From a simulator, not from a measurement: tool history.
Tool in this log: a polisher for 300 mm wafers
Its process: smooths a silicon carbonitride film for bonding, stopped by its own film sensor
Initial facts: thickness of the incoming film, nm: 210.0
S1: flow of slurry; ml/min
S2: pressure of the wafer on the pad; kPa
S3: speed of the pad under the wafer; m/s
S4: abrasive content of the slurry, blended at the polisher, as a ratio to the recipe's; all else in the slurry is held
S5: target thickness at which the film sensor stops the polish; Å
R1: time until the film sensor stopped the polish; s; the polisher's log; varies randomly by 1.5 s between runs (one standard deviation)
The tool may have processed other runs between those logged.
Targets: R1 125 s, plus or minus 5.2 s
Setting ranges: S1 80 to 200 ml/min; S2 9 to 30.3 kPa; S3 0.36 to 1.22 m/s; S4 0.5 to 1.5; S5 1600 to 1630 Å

| run | hour | S1 | S2 | S3 | S4 | S5 | R1 |
|---|---|---|---|---|---|---|---|
| 1 | 0 | 130 | 19.3 | 0.78 | 1 | 1630 | 181.56 |
| 2 | 5.1 | 130 | 19.3 | 0.62 | 1 | 1630 | 218.78 |
| 3 | 7.9 | 135 | 21.4 | 0.62 | 1 | 1630 | 199.63 |
| 4 | 16.3 | 155 | 21.4 | 0.62 | 1 | 1630 | 191.32 |
| 5 | 24.3 | 170 | 21.4 | 0.62 | 1 | 1630 | 189.83 |
| 6 | 26.6 | 170 | 21.4 | 0.62 | 1.1 | 1630 | 179.94 |
| 7 | 28.9 | 170 | 22.8 | 0.62 | 1.1 | 1630 | 170.81 |
| 8 | 29.5 | 170 | 24.1 | 0.62 | 1.1 | 1630 | 162.31 |
| 9 | 31.2 | 170 | 24.1 | 0.62 | 1.1 | 1630 | 159.37 |

Pick the move, out of 5, that brings all results within their allowed miss; only one does.
| A | 32.9 | 165 | 27.6 | 0.76 | 1.2 | 1630 | ? |
| B | 32.9 | 160 | 27.6 | 0.78 | 1.2 | 1630 | ? |
| C | 32.9 | 180 | 30.3 | 0.74 | 1.1 | 1630 | ? |
| D | 32.9 | 115 | 24.8 | 0.54 | 1.1 | 1600 | ? |
| E | 32.9 | 200 | 27.6 | 0.72 | 1.05 | 1630 | ? |

| move | R1 |
|---|---|
| A | 114.99 |
| B | 113.28 |
| C | 110.52 |
| D | 196.92 |
| E | 124.92 |
A: pushes the last run's worst result past its target
B: pushes the last run's worst result past its target
C: pushes the last run's worst result past its target
D: its largest miss is bigger than the last run's
E: in spec on every target
So the answer is move E, the one that meets all the targets.
